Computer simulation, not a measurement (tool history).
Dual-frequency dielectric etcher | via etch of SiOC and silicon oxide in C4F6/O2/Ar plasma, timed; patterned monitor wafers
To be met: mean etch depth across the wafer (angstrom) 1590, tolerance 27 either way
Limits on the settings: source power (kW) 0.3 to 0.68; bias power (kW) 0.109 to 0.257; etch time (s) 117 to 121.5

| run | day | source power (kW) | bias power (kW) | etch time (s) | mean etch depth across the wafer (angstrom) |
|---|---|---|---|---|---|
| 1 | 0 | 0.49 | 0.183 | 117 | 1351.8 |
| 2 | 0.317 | 0.52 | 0.186 | 117 | 1395.3 |
| 3 | 0.342 | 0.55 | 0.188 | 117 | 1429.5 |
| 4 | 0.425 | 0.57 | 0.19 | 117 | 1459.8 |
| 5 | 0.492 | 0.57 | 0.176 | 117 | 1435.9 |
| 6 | 0.538 | 0.64 | 0.176 | 117 | 1507.7 |
| 7 | 0.629 | 0.65 | 0.179 | 117 | 1520.9 |
| 8 | 0.925 | 0.65 | 0.182 | 117 | 1528.3 |
| 9 | 1.004 | 0.65 | 0.184 | 117 | 1534 |
| 10 | 1.333 | 0.65 | 0.186 | 117 | 1533 |
| 11 | 1.446 | 0.65 | 0.188 | 117 | 1546.5 |
| 12 | 1.617 | 0.66 | 0.189 | 117 | 1553.4 |

Consider the 5 candidate settings below. Which is the only one whose results all fall within their allowed miss of target?
| A | 1.788 | 0.64 | 0.237 | 119.5 | ? |
| B | 1.788 | 0.66 | 0.149 | 118.5 | ? |
| C | 1.788 | 0.68 | 0.196 | 117 | ? |
| D | 1.788 | 0.67 | 0.17 | 117 | ? |
| E | 1.788 | 0.62 | 0.165 | 120.5 | ? |

| move | mean etch depth across the wafer (angstrom) |
|---|---|
| A | 1661.6 |
| B | 1476.1 |
| C | 1583.9 |
| D | 1516.2 |
| E | 1498.3 |
A: the result that was furthest off in the last run now lies on the other side of its target
B: its largest miss is bigger than the last run's
C: every result within its allowed miss
D: its largest miss is bigger than the last run's
E: its largest miss is bigger than the last run's
C meets every target.
